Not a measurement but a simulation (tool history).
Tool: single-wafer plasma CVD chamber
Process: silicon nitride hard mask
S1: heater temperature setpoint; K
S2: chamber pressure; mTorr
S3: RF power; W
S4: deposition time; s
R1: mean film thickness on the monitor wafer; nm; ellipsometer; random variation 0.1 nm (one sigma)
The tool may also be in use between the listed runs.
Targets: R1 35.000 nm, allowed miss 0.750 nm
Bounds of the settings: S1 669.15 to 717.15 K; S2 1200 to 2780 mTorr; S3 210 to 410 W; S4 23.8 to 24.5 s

run  hour      S1    S2   S3    S4      R1
  1   0.0  693.15  1990  310  23.8  29.486
  2   6.5  693.15  1990  275  23.8  27.065
  3   7.6  693.15  2100  290  23.9  28.596
  4  16.4  693.15  2100  290  23.8  28.542
  5  17.4  693.15  2100  290  24.5  29.227
  6  21.7  693.15  2200  300  24.5  30.554
  7  29.9  693.15  2290  305  24.5  31.242
  8  38.9  693.15  2290  305  24.5  31.099
  9  46.3  693.15  2360  315  24.5  32.152
     51.4  -- thermocouple changed; heater temperature recalibrated
 10  51.4  693.15  2360  315  24.5  32.095
 11  55.0  693.15  2420  320  24.5  32.459
 12  60.6  693.15  2460  325  24.5  33.100
 13  63.4  693.15  2500  330  24.5  33.516
 14  64.4  693.15  2530  335  24.5  33.904
 15  67.7  693.15  2560  335  24.5  34.064
 16  68.6  693.15  2590  335  24.5  34.137

5 next moves are on the table. One of them brings every result within its allowed miss. Which?
  A  69.5  694.15  2530  325  24.4   ?
  B  69.5  693.15  2450  345  24.1   ?
  C  69.5  688.15  2560  340  24.1   ?
  D  69.5  696.15  2600  340  24.1   ?
  E  69.5  693.15  2350  375  24.0   ?

move      R1
   A  33.106
   B  33.662
   C  33.837
   D  33.838
   E  34.889
A: further off than the last run
B: further off than the last run
C: further off than the last run
D: further off than the last run
E: meets every target
Answer: E

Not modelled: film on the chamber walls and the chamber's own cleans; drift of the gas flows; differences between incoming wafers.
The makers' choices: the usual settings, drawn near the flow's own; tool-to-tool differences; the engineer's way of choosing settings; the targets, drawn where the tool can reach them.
